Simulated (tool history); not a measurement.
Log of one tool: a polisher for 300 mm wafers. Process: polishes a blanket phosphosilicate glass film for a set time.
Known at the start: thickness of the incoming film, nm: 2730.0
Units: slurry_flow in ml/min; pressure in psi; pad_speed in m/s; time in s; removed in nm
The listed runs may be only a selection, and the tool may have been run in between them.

run  hour  slurry_flow  pressure  pad_speed  slurry_solids  time  removed
  1     0          205       3.9       1.18              1    64   878.03
  2   5.5          205       3.9       1.18              1    64   883.86
  3   6.4          210       4.1       1.18              1    64   933.14
  4   9.2          215       4.2       1.18              1    64   965.78
  5  16.4          215       4.2       0.96              1    64   843.42
  6  20.7          215       3.6       0.96              1    64   727.55
  7    24          225         4       0.96              1    64    810.6
  8  29.8          225         4       0.96              1    64   817.43

Predict the results of run 9:
  9  37.8          245       5.1       0.98              1    64        ?

{"run 9": {"removed": 1050}}
